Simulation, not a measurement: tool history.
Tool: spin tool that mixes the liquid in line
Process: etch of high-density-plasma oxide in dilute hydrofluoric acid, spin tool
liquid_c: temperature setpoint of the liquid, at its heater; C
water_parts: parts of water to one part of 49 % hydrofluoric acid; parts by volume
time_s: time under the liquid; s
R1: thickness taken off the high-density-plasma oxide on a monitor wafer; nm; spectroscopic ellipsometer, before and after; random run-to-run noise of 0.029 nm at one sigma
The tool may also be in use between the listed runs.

{"run": 1, "hour": 0.0, "liquid_c": 21, "water_parts": 270, "time_s": 300, "R1": 4.7088}
{"run": 2, "hour": 5.4, "liquid_c": 20.5, "water_parts": 275, "time_s": 300, "R1": 4.4587}
{"run": 3, "hour": 6.6, "liquid_c": 18.5, "water_parts": 275, "time_s": 300, "R1": 4.1585}
{"run": 4, "hour": 14.1, "liquid_c": 17, "water_parts": 275, "time_s": 300, "R1": 3.9256}
{"run": 5, "hour": 18.2, "liquid_c": 17, "water_parts": 275, "time_s": 320, "R1": 4.2562}
{"run": 6, "hour": 26.5, "liquid_c": 17, "water_parts": 280, "time_s": 320, "R1": 4.1639}

Run 7 has not been measured yet. What should we expect?
{"run": 7, "hour": 34.9, "liquid_c": 17, "water_parts": 285, "time_s": 320, "R1": "?"}

R1: 3.9678 nm
